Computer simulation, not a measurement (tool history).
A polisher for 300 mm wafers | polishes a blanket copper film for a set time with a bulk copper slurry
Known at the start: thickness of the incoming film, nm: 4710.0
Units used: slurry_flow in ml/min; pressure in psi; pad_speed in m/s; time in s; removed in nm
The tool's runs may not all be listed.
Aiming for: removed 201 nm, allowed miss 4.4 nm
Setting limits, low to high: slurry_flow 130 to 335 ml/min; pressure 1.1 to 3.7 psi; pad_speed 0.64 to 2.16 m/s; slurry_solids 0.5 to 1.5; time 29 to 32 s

Run 1, day 0: slurry_flow 215 ml/min, pressure 2.4 psi, pad_speed 1.4 m/s, slurry_solids 1, time 32 s. Result: removed 336.2 nm.
Run 2, day 0.375: slurry_flow 210 ml/min, pressure 2.1 psi, pad_speed 1.4 m/s, slurry_solids 1, time 32 s. Result: removed 293.97 nm.
Run 3, day 0.533: slurry_flow 210 ml/min, pressure 2.1 psi, pad_speed 1.4 m/s, slurry_solids 0.85, time 32 s. Result: removed 276.41 nm.
Run 4, day 0.625: slurry_flow 210 ml/min, pressure 2.1 psi, pad_speed 1.4 m/s, slurry_solids 0.8, time 32 s. Result: removed 272.24 nm.
Run 5, day 0.646: slurry_flow 210 ml/min, pressure 1.9 psi, pad_speed 1.4 m/s, slurry_solids 0.8, time 32 s. Result: removed 245.03 nm.
Run 6, day 0.708: slurry_flow 210 ml/min, pressure 1.9 psi, pad_speed 1.22 m/s, slurry_solids 0.8, time 32 s. Result: removed 228.17 nm.
Run 7, day 0.85: slurry_flow 205 ml/min, pressure 1.8 psi, pad_speed 1.22 m/s, slurry_solids 0.8, time 32 s. Result: removed 214.65 nm.
Run 8, day 1.212: slurry_flow 200 ml/min, pressure 1.8 psi, pad_speed 1.22 m/s, slurry_solids 0.8, time 32 s. Result: removed 217.32 nm.

5 next moves are on the table. One of them brings every result within its allowed miss. Which?
Run A, day 1.575: slurry_flow 215 ml/min, pressure 2.1 psi, pad_speed 0.84 m/s, slurry_solids 0.8, time 31 s. Result: removed ?.
Run B, day 1.575: slurry_flow 240 ml/min, pressure 2 psi, pad_speed 1.22 m/s, slurry_solids 0.5, time 30 s. Result: removed ?.
Run C, day 1.575: slurry_flow 235 ml/min, pressure 2.2 psi, pad_speed 1.14 m/s, slurry_solids 0.75, time 31 s. Result: removed ?.
Run D, day 1.575: slurry_flow 190 ml/min, pressure 1.8 psi, pad_speed 1.26 m/s, slurry_solids 0.9, time 32 s. Result: removed ?.
Run E, day 1.575: slurry_flow 270 ml/min, pressure 1.7 psi, pad_speed 1.1 m/s, slurry_solids 0.8, time 31 s. Result: removed ?.

move  removed
   A   199.95
   B   186.43
   C   241.42
   D   225.54
   E   191.77
A: every result lands within tolerance
B: carries the result that was furthest off beyond its target, to the other side
C: its largest miss is bigger than the last run's
D: its largest miss is bigger than the last run's
E: carries the result that was furthest off beyond its target, to the other side
Go with A: it meets all targets.
